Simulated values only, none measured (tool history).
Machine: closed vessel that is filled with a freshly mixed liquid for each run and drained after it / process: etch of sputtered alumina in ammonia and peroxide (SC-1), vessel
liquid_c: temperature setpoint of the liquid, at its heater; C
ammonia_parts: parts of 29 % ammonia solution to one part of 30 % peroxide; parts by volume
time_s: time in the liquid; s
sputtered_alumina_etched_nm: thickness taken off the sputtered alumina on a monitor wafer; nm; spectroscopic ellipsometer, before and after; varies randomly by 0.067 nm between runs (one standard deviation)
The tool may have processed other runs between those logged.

run 1 hour=0 | liquid_c=47 ammonia_parts=1 time_s=235 | sputtered_alumina_etched_nm=11.086
run 2 hour=3.5 | liquid_c=47.5 ammonia_parts=1 time_s=235 | sputtered_alumina_etched_nm=11.356
run 3 hour=8.7 | liquid_c=47.5 ammonia_parts=1 time_s=235 | sputtered_alumina_etched_nm=11.4
run 4 hour=16.6 | liquid_c=43.5 ammonia_parts=1 time_s=235 | sputtered_alumina_etched_nm=9.1156
run 5 hour=25.4 | liquid_c=43.5 ammonia_parts=1 time_s=170 | sputtered_alumina_etched_nm=6.5156
run 6 hour=31.7 | liquid_c=38 ammonia_parts=1 time_s=170 | sputtered_alumina_etched_nm=4.7854

Run 7 comes next. What will it give?
run 7 hour=39.4 | liquid_c=46 ammonia_parts=1.05 time_s=170 | sputtered_alumina_etched_nm=?

sputtered_alumina_etched_nm: 7.6271 nm
